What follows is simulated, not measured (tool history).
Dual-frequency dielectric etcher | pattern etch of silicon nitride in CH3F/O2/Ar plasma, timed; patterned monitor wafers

| run | day | source power (kW) | bias power (kW) | etch time (s) | mean etch depth across the wafer (angstrom) |
|---|---|---|---|---|---|
| 1 | 0.000 | 0.390 | 0.075 | 70.0 | 470.95 |
| 2 | 0.275 | 0.440 | 0.075 | 70.0 | 492.50 |
| 3 | 0.567 | 0.440 | 0.081 | 70.0 | 500.62 |
| 4 | 0.938 | 0.480 | 0.081 | 70.0 | 512.05 |
| 5 | 0.992 | 0.480 | 0.081 | 73.0 | 543.02 |
| 6 | 1.283 | 0.440 | 0.074 | 72.5 | 511.40 |
| 7 | 1.629 | 0.410 | 0.069 | 72.0 | 486.86 |
| 8 | 1.938 | 0.380 | 0.065 | 71.5 | 454.02 |

Run 9 comes next. What will it give?
| 9 | 2.025 | 0.360 | 0.064 | 71.5 | ? |

mean etch depth across the wafer (angstrom): 449.06
